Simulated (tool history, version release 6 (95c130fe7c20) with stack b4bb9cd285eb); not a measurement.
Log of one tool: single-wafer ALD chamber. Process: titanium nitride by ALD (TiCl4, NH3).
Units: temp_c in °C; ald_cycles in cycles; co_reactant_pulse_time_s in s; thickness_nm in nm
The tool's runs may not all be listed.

Run 1, day 0.000: temp_c 390 °C, ald_cycles 89 cycles, co_reactant_pulse_time_s 2.39 s. Result: thickness_nm 2.0177 nm.
Run 2, day 0.133: temp_c 390 °C, ald_cycles 84 cycles, co_reactant_pulse_time_s 2.39 s. Result: thickness_nm 1.9272 nm.
Run 3, day 0.400: temp_c 390 °C, ald_cycles 84 cycles, co_reactant_pulse_time_s 1.72 s. Result: thickness_nm 1.8707 nm.
Run 4, day 0.554: temp_c 390 °C, ald_cycles 84 cycles, co_reactant_pulse_time_s 2.27 s. Result: thickness_nm 1.9104 nm.
Run 5, day 0.629: temp_c 389 °C, ald_cycles 84 cycles, co_reactant_pulse_time_s 2.08 s. Result: thickness_nm 1.9120 nm.
Run 6, day 1.017: temp_c 380 °C, ald_cycles 84 cycles, co_reactant_pulse_time_s 2.08 s. Result: thickness_nm 1.8911 nm.

Forecast run 7:
Run 7, day 1.154: temp_c 379 °C, ald_cycles 84 cycles, co_reactant_pulse_time_s 1.92 s. Result: thickness_nm ?.

thickness_nm: 1.8812 nm
